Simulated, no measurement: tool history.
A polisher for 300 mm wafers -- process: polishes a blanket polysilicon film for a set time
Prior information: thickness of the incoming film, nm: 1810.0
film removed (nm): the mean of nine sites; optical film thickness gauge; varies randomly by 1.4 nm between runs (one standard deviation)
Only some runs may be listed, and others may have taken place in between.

run    day  flow of slurry (ml/min)  pressure of the wafer on the pad (psi)  speed of the pad under the wafer (m/s)  polishing time (s)  film removed (nm)
  1      0                      225                                     3.3                                     0.9                  25             244.95
  2  0.146                      225                                     3.3                                     0.9                  25             245.82
  3  0.433                      225                                     3.3                                     0.9                  25             243.03
  4  0.717                      225                                     4.1                                     0.9                  25             287.74
  5  0.938                      225                                     4.1                                     0.9                  22             253.06
  6   1.15                      225                                     3.8                                     0.9                  22             237.31

What will run 7 give?
  7  1.196                      225                                     3.5                                     0.9                  22                  ?

film removed (nm): 222.42

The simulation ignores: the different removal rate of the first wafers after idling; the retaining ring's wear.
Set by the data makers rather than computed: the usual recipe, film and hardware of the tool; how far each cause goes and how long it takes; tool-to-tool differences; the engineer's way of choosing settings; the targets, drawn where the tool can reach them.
